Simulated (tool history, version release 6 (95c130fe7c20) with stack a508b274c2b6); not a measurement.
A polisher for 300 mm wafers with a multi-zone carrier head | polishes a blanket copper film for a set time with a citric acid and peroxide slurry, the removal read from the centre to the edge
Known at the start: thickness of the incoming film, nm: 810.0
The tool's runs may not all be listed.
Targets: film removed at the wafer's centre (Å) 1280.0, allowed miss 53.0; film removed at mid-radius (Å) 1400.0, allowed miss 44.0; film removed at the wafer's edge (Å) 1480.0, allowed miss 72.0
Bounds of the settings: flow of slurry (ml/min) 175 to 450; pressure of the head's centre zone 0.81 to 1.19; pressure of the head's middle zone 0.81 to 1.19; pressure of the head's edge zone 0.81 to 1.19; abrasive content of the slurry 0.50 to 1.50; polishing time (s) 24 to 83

run,hour,flow of slurry (ml/min),pressure of the head's centre zone,pressure of the head's middle zone,pressure of the head's edge zone,abrasive content of the slurry,polishing time (s),film removed at the wafer's centre (Å),film removed at mid-radius (Å),film removed at the wafer's edge (Å)
1,0.0,290,1.00,1.00,1.00,1.00,53,1070.0,1037.7,1078.1
2,1.9,290,0.98,1.02,1.04,1.15,55,1138.4,1144.1,1194.6
3,8.0,290,0.98,1.02,0.96,1.15,55,1129.9,1139.9,1145.7
4,8.7,290,0.98,1.02,1.00,1.15,55,1129.4,1166.7,1158.0
5,11.4,290,1.05,1.02,1.00,1.15,55,1197.6,1140.1,1129.7
6,17.2,295,1.02,1.03,1.04,1.25,56,1204.9,1182.7,1220.3
7,25.8,295,1.00,1.05,1.07,1.30,57,1211.9,1250.8,1227.3
8,31.9,295,0.97,1.04,1.08,1.35,59,1189.5,1271.5,1279.3
9,34.4,295,0.96,1.03,1.10,1.35,61,1235.4,1307.3,1337.9
10,37.1,295,0.95,1.03,1.12,1.40,62,1264.0,1336.6,1389.6

4 next moves are on the table. One of them brings every result within its allowed miss. Which?
A,39.8,300,1.01,1.04,1.10,1.45,60,?,?,?
B,39.8,240,0.92,1.02,1.15,1.25,67,?,?,?
C,39.8,320,0.92,0.95,1.17,1.35,65,?,?,?
D,39.8,315,0.99,1.13,0.97,1.45,61,?,?,?

move,film removed at the wafer's centre (Å),film removed at mid-radius (Å),film removed at the wafer's edge (Å)
A,1307.2,1304.1,1333.8
B,1275.7,1378.4,1460.4
C,1279.7,1300.2,1465.9
D,1308.0,1428.2,1303.7
A: further off than the last run
B: meets every target
C: further off than the last run
D: brings the result that was furthest off to its target, and leaves another outside
Move B is the one to make.

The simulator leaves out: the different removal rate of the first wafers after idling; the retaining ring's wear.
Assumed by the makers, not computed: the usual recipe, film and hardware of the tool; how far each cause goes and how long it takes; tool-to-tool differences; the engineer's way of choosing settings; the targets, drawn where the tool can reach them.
